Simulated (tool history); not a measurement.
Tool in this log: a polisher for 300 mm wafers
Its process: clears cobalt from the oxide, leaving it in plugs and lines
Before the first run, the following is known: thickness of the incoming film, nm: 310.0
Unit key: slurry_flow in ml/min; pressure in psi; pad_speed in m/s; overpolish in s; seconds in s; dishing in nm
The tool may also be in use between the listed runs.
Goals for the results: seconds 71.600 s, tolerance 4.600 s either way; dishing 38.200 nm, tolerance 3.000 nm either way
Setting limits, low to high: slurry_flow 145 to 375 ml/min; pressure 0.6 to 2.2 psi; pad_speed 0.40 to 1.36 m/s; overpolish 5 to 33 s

{"run": 1, "day": 0.0, "slurry_flow": 240, "pressure": 1.4, "pad_speed": 0.88, "overpolish": 17, "seconds": 93.042, "dishing": 37.522}
{"run": 2, "day": 0.242, "slurry_flow": 240, "pressure": 1.4, "pad_speed": 0.88, "overpolish": 24, "seconds": 95.907, "dishing": 44.985}
{"run": 3, "day": 0.617, "slurry_flow": 240, "pressure": 1.4, "pad_speed": 0.88, "overpolish": 22, "seconds": 95.267, "dishing": 44.779}
{"run": 4, "day": 0.754, "slurry_flow": 240, "pressure": 1.4, "pad_speed": 0.88, "overpolish": 20, "seconds": 94.843, "dishing": 42.903}
{"run": 5, "day": 0.925, "slurry_flow": 240, "pressure": 1.4, "pad_speed": 0.88, "overpolish": 18, "seconds": 92.808, "dishing": 37.677}
{"run": 6, "day": 1.167, "slurry_flow": 240, "pressure": 1.7, "pad_speed": 0.88, "overpolish": 18, "seconds": 78.587, "dishing": 41.951}
{"run": 7, "day": 1.354, "slurry_flow": 240, "pressure": 1.7, "pad_speed": 0.88, "overpolish": 17, "seconds": 82.008, "dishing": 42.294}
{"run": 8, "day": 1.7, "slurry_flow": 240, "pressure": 1.7, "pad_speed": 0.88, "overpolish": 16, "seconds": 77.676, "dishing": 40.329}

Which one of the following 4 next-run settings gets every result inside its allowed miss? There is exactly one.
{"run": "A", "day": 2.046, "slurry_flow": 265, "pressure": 1.6, "pad_speed": 0.82, "overpolish": 11, "seconds": "?", "dishing": "?"}
{"run": "B", "day": 2.046, "slurry_flow": 235, "pressure": 1.8, "pad_speed": 0.76, "overpolish": 15, "seconds": "?", "dishing": "?"}
{"run": "C", "day": 2.046, "slurry_flow": 300, "pressure": 1.5, "pad_speed": 0.84, "overpolish": 17, "seconds": "?", "dishing": "?"}
{"run": "D", "day": 2.046, "slurry_flow": 170, "pressure": 1.8, "pad_speed": 0.98, "overpolish": 13, "seconds": "?", "dishing": "?"}

move=A seconds=85.222 dishing=29.968
move=B seconds=81.500 dishing=37.503
move=C seconds=87.855 dishing=38.627
move=D seconds=72.010 dishing=37.031
A: further off than the last run
B: further off than the last run
C: further off than the last run
D: each result inside its tolerance
D meets every target.
